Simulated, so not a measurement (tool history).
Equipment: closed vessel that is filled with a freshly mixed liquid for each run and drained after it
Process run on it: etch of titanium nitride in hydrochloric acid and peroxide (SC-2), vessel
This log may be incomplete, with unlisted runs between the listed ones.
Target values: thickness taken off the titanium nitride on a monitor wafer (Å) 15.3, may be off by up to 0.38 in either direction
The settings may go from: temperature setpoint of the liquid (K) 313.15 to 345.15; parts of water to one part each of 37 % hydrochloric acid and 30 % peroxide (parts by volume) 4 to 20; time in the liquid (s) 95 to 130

| run | day | temperature setpoint of the liquid (K) | parts of water to one part each of 37 % hydrochloric acid and 30 % peroxide (parts by volume) | time in the liquid (s) | thickness taken off the titanium nitride on a monitor wafer (Å) |
|---|---|---|---|---|---|
| 1 | 0 | 329.15 | 11 | 130 | 37.578 |
| 2 | 0.1 | 324.65 | 11 | 130 | 28.422 |
| 3 | 0.388 | 321.15 | 11 | 130 | 22.469 |
| 4 | 0.45 | 318.15 | 11 | 130 | 18.003 |
| 5 | 0.588 | 317.15 | 11 | 130 | 17.037 |
| 6 | 0.883 | 313.15 | 11 | 130 | 12.912 |
| 7 | 1.225 | 314.15 | 11 | 130 | 13.925 |
|  | 1.529 | chemicals flow meter replaced |
| 8 | 1.529 | 314.65 | 11 | 130 | 13.103 |
| 9 | 1.875 | 315.15 | 11 | 130 | 13.625 |
| 10 | 1.933 | 315.65 | 11 | 130 | 14.252 |
| 11 | 2.071 | 316.15 | 11 | 130 | 14.557 |

Next run, 4 choices. One meets every target within its allowed miss, the rest don't. Which?
| A | 2.208 | 315.65 | 10 | 130 | ? |
| B | 2.208 | 320.65 | 15.5 | 125 | ? |
| C | 2.208 | 314.15 | 9.5 | 130 | ? |
| D | 2.208 | 318.65 | 14 | 130 | ? |

| move | thickness taken off the titanium nitride on a monitor wafer (Å) |
|---|---|
| A | 15.368 |
| B | 14.292 |
| C | 14.433 |
| D | 14.186 |
A: all results land within tolerance of their targets
B: moves away from the targets compared with the last run
C: moves away from the targets compared with the last run
D: moves away from the targets compared with the last run
So the answer is move A, the one that meets all the targets.

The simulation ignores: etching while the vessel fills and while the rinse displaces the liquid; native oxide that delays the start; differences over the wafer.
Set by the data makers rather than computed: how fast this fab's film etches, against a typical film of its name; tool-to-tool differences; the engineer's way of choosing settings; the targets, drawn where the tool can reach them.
